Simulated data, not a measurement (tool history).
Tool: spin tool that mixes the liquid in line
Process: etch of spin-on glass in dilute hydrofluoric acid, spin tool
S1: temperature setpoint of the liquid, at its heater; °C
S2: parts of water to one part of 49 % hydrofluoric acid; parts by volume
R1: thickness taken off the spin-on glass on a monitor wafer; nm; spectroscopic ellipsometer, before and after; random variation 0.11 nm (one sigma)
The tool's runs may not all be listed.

Run 1, hour 0: S1 24 °C, S2 150 parts by volume, time under the liquid (s) 90. Result: R1 19.852 nm.
Run 2, hour 1.3: S1 22 °C, S2 150 parts by volume, time under the liquid (s) 90. Result: R1 18.385 nm.
Run 3, hour 5: S1 21 °C, S2 160 parts by volume, time under the liquid (s) 90. Result: R1 16.354 nm.
Run 4, hour 6.9: S1 21 °C, S2 160 parts by volume, time under the liquid (s) 100. Result: R1 18.666 nm.
Run 5, hour 9.5: S1 20 °C, S2 170 parts by volume, time under the liquid (s) 100. Result: R1 16.329 nm.
Run 6, hour 18.2: S1 19.5 °C, S2 175 parts by volume, time under the liquid (s) 100. Result: R1 15.574 nm.
Run 7, hour 19.2: S1 19 °C, S2 180 parts by volume, time under the liquid (s) 100. Result: R1 14.889 nm.

The next listed run, before its measurement:
Run 8, hour 21.6: S1 18.5 °C, S2 185 parts by volume, time under the liquid (s) 100. Result: R1 ?.

R1: 13.964 nm

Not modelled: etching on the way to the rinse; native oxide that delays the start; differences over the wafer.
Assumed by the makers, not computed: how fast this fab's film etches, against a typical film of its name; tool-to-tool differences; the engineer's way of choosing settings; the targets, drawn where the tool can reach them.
